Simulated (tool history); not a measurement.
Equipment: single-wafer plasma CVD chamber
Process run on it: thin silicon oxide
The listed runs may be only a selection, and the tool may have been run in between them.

| run | hour | heater temperature setpoint (deg C) | chamber pressure (Torr) | RF power (kW) | deposition time (s) | mean film thickness on the monitor wafer (nm) |
|---|---|---|---|---|---|---|
| 1 | 0.0 | 400 | 0.962 | 0.335 | 14.3 | 27.618 |
| 2 | 1.3 | 400 | 0.902 | 0.335 | 14.3 | 26.400 |
| 3 | 4.0 | 400 | 1.050 | 0.335 | 14.3 | 29.116 |
| 4 | 9.0 | 400 | 1.050 | 0.355 | 14.3 | 29.727 |
| 5 | 9.7 | 400 | 0.946 | 0.355 | 14.3 | 27.787 |
| 6 | 11.0 | 400 | 0.946 | 0.355 | 14.7 | 28.610 |
| 7 | 12.9 | 400 | 0.861 | 0.355 | 14.7 | 26.572 |
| 8 | 20.8 | 400 | 0.815 | 0.355 | 14.7 | 25.495 |

Run 9 comes next. What will it give?
| 9 | 21.6 | 400 | 0.786 | 0.355 | 14.7 | ? |

mean film thickness on the monitor wafer (nm): 24.788

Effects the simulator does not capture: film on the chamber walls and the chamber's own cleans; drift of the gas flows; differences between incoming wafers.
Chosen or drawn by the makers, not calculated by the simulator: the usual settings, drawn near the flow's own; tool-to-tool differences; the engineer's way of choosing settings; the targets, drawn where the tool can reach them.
